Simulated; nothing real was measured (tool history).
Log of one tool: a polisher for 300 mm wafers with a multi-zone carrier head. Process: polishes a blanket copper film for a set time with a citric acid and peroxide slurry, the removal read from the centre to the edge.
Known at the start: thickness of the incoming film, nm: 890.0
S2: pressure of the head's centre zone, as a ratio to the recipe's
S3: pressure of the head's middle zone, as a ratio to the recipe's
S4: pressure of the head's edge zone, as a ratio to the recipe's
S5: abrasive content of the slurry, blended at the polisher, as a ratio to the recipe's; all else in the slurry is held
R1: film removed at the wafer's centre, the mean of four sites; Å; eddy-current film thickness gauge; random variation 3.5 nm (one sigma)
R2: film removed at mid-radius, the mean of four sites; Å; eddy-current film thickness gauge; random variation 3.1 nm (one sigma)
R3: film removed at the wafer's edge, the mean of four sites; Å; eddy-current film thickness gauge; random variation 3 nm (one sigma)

run 1 hour=0 | flow_of_slurry_(ml/min)=210 S2=1 S3=1 S4=1 S5=1 polishing_time_(s)=81 | R1=1673.4 R2=1637.2 R3=1667.5
run 2 hour=5.6 | flow_of_slurry_(ml/min)=220 S2=1.03 S3=1.04 S4=1 S5=1.15 polishing_time_(s)=85 | R1=1852.7 R2=1802.3 R3=1755.5
run 3 hour=12.7 | flow_of_slurry_(ml/min)=225 S2=1.04 S3=1.07 S4=1 S5=1.2 polishing_time_(s)=90 | R1=2027.2 R2=1976.3 R3=1868.3
run 4 hour=18.6 | flow_of_slurry_(ml/min)=230 S2=1.05 S3=1.09 S4=1.01 S5=1.25 polishing_time_(s)=94 | R1=2117.8 R2=2121.2 R3=1984.1
run 5 hour=21 | flow_of_slurry_(ml/min)=230 S2=0.97 S3=1.09 S4=1.01 S5=1.25 polishing_time_(s)=94 | R1=1968.8 R2=2142.1 R3=2021.5
-- hour=23.8 worn pad replaced by a new one
run 6 hour=23.8 | flow_of_slurry_(ml/min)=230 S2=0.97 S3=1.16 S4=1.01 S5=1.25 polishing_time_(s)=94 | R1=2163.6 R2=2460.2 R3=2180.5

The next listed run, before its measurement:
run 7 hour=30.9 | flow_of_slurry_(ml/min)=230 S2=1 S3=1.17 S4=1.02 S5=1.25 polishing_time_(s)=95 | R1=? R2=? R3=?

R1: 2272.2 Å
R2: 2498.6 Å
R3: 2221.6 Å

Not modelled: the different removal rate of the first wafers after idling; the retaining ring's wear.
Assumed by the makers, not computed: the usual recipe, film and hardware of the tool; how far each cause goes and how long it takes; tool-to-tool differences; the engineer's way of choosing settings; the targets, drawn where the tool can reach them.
